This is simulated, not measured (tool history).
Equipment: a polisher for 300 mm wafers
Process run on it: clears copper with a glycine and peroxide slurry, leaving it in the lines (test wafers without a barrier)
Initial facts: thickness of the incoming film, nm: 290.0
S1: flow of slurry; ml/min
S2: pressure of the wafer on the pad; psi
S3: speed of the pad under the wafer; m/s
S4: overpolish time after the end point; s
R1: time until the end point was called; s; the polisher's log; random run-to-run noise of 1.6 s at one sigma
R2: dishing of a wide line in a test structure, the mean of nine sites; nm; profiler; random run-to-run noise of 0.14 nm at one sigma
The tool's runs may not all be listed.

run 1 day=0.000 | S1=295 S2=1.8 S3=0.86 S4=11 | R1=83.964 R2=24.3670
run 2 day=0.088 | S1=240 S2=1.8 S3=0.86 S4=11 | R1=84.937 R2=24.6830
run 3 day=0.158 | S1=240 S2=1.8 S3=1.00 S4=11 | R1=74.349 R2=26.3630
run 4 day=0.383 | S1=240 S2=1.6 S3=1.00 S4=11 | R1=81.659 R2=25.0670
run 5 day=0.488 | S1=285 S2=1.6 S3=1.00 S4=11 | R1=81.813 R2=24.8260
run 6 day=0.650 | S1=285 S2=1.6 S3=0.92 S4=11 | R1=86.632 R2=22.8500
run 7 day=0.688 | S1=315 S2=1.5 S3=0.94 S4=10 | R1=88.695 R2=20.7550
run 8 day=0.762 | S1=340 S2=1.4 S3=0.96 S4=9 | R1=90.393 R2=18.9020
run 9 day=0.817 | S1=360 S2=1.3 S3=0.96 S4=8 | R1=93.137 R2=15.8690
run 10 day=1.133 | S1=380 S2=1.2 S3=0.98 S4=7 | R1=98.213 R2=13.3320
run 11 day=1.483 | S1=465 S2=0.8 S3=1.22 S4=3 | R1=107.730 R2=5.3218

Run 12 comes next. What will it give?
run 12 day=1.525 | S1=460 S2=0.8 S3=1.24 S4=3 | R1=? R2=?

R1: 106.270 s
R2: 5.5233 nm

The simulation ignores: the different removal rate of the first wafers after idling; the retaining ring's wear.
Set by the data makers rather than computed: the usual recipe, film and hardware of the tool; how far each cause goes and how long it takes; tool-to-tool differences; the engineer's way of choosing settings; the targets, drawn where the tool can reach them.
